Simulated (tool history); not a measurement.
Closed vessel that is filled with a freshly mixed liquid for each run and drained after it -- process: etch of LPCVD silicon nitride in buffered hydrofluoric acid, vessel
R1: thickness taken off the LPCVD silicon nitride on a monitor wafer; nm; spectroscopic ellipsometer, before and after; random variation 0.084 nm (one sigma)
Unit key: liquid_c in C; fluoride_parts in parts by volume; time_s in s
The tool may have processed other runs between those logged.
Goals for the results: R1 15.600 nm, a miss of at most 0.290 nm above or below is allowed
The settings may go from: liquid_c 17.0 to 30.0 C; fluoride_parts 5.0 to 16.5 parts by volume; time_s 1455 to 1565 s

Run 1, hour 0.0: liquid_c 22.0 C, fluoride_parts 10.0 parts by volume, time_s 1455 s. Result: R1 18.735 nm.
Run 2, hour 3.9: liquid_c 22.0 C, fluoride_parts 10.0 parts by volume, time_s 1565 s. Result: R1 20.149 nm.
Run 3, hour 7.3: liquid_c 20.5 C, fluoride_parts 10.0 parts by volume, time_s 1565 s. Result: R1 18.593 nm.
Run 4, hour 15.1: liquid_c 23.5 C, fluoride_parts 10.0 parts by volume, time_s 1565 s. Result: R1 21.989 nm.
Run 5, hour 21.9: liquid_c 20.0 C, fluoride_parts 10.0 parts by volume, time_s 1565 s. Result: R1 18.122 nm.
Run 6, hour 27.7: liquid_c 19.5 C, fluoride_parts 10.0 parts by volume, time_s 1565 s. Result: R1 17.452 nm.
Run 7, hour 29.9: liquid_c 19.5 C, fluoride_parts 10.0 parts by volume, time_s 1565 s. Result: R1 17.418 nm.
Run 8, hour 38.6: liquid_c 19.0 C, fluoride_parts 10.0 parts by volume, time_s 1565 s. Result: R1 17.151 nm.
Run 9, hour 44.1: liquid_c 18.5 C, fluoride_parts 10.0 parts by volume, time_s 1565 s. Result: R1 16.569 nm.
Run 10, hour 48.3: liquid_c 18.0 C, fluoride_parts 10.0 parts by volume, time_s 1565 s. Result: R1 16.145 nm.

Consider the 4 candidate settings below. Which is the only one whose results all fall within their allowed miss of target?
Run A, hour 52.5: liquid_c 19.5 C, fluoride_parts 10.0 parts by volume, time_s 1500 s. Result: R1 ?.
Run B, hour 52.5: liquid_c 18.0 C, fluoride_parts 9.0 parts by volume, time_s 1540 s. Result: R1 ?.
Run C, hour 52.5: liquid_c 19.5 C, fluoride_parts 10.5 parts by volume, time_s 1470 s. Result: R1 ?.
Run D, hour 52.5: liquid_c 17.0 C, fluoride_parts 8.5 parts by volume, time_s 1490 s. Result: R1 ?.

move      R1
   A  16.737
   B  16.872
   C  15.642
   D  16.410
A: misses by more than the last run did
B: misses by more than the last run did
C: every result lands within tolerance
D: misses by more than the last run did
So the answer is move C, the one that meets all the targets.
